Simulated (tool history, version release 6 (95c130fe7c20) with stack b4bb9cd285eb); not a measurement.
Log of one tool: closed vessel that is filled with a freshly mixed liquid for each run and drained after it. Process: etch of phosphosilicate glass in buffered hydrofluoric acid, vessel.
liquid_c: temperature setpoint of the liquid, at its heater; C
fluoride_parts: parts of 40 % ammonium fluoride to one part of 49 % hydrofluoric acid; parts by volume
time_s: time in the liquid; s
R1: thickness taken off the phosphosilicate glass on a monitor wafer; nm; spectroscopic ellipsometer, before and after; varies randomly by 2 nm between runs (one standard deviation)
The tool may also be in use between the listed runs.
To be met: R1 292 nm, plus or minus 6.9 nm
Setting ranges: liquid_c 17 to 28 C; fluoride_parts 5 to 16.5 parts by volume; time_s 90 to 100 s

{"run": 1, "hour": 0.0, "liquid_c": 20, "fluoride_parts": 10, "time_s": 90, "R1": 348.34}
{"run": 2, "hour": 7.6, "liquid_c": 20, "fluoride_parts": 7, "time_s": 90, "R1": 489.54}
{"run": 3, "hour": 10.9, "liquid_c": 20, "fluoride_parts": 8, "time_s": 90, "R1": 419.55}
{"run": 4, "hour": 17.5, "liquid_c": 19, "fluoride_parts": 8.5, "time_s": 90, "R1": 370.51}
{"run": 5, "hour": 19.4, "liquid_c": 19, "fluoride_parts": 7.5, "time_s": 90, "R1": 428.48}
{"run": 6, "hour": 25.2, "liquid_c": 19, "fluoride_parts": 7.5, "time_s": 100, "R1": 479.03}
{"run": 7, "hour": 27.3, "liquid_c": 18.5, "fluoride_parts": 8.5, "time_s": 100, "R1": 399.33}
{"run": 8, "hour": 28.0, "liquid_c": 18, "fluoride_parts": 9, "time_s": 100, "R1": 364.36}
{"run": 9, "hour": 33.3, "liquid_c": 17.5, "fluoride_parts": 9.5, "time_s": 100, "R1": 340.93}
{"run": 10, "hour": 37.4, "liquid_c": 17.5, "fluoride_parts": 10, "time_s": 100, "R1": 330.17}
{"run": 11, "hour": 39.8, "liquid_c": 17.5, "fluoride_parts": 10, "time_s": 100, "R1": 332.71}
{"run": 12, "hour": 44.1, "liquid_c": 17.5, "fluoride_parts": 10, "time_s": 100, "R1": 335.68}
{"run": 13, "hour": 45.4, "liquid_c": 17.5, "fluoride_parts": 10.5, "time_s": 100, "R1": 317.39}

Exercise: of the 5 proposed moves below, exactly one satisfies all targets within the stated allowed misses. Which move is it?
{"run": "A", "hour": 46.7, "liquid_c": 17, "fluoride_parts": 10.5, "time_s": 95, "R1": "?"}
{"run": "B", "hour": 46.7, "liquid_c": 17, "fluoride_parts": 10, "time_s": 95, "R1": "?"}
{"run": "C", "hour": 46.7, "liquid_c": 19, "fluoride_parts": 9, "time_s": 90, "R1": "?"}
{"run": "D", "hour": 46.7, "liquid_c": 18, "fluoride_parts": 11, "time_s": 90, "R1": "?"}
{"run": "E", "hour": 46.7, "liquid_c": 17, "fluoride_parts": 10.5, "time_s": 100, "R1": "?"}

move=A R1=294.73
move=B R1=309.07
move=C R1=350.5
move=D R1=282.46
move=E R1=310.24
A: every result lands within tolerance
B: nearer than the last run, and not there yet
C: misses by more than the last run did
D: pushes the last run's worst result past its target
E: nearer than the last run, and not there yet
Move A is the one to make.
